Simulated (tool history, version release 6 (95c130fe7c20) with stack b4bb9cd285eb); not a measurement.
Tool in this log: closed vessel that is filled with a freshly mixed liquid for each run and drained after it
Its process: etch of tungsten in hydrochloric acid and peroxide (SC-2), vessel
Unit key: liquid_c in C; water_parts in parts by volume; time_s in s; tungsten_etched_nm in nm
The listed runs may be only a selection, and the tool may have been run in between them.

run,hour,liquid_c,water_parts,time_s,tungsten_etched_nm
1,0,53,10,30,4.1237
2,4,50,10,30,3.374
3,6.8,54.5,10,30,4.5323
4,15.3,61,10,30,6.8725
5,22.4,64.5,10,30,8.5071
6,24.8,64.5,10,30,8.5407
7,25.7,65,10,30,8.8381
8,33.3,65.5,10,30,9.0601
9,36.7,66,10,30,9.3104

What does the tool deliver on the next run?
10,44.3,66.5,10,30,?

tungsten_etched_nm: 9.6254 nm

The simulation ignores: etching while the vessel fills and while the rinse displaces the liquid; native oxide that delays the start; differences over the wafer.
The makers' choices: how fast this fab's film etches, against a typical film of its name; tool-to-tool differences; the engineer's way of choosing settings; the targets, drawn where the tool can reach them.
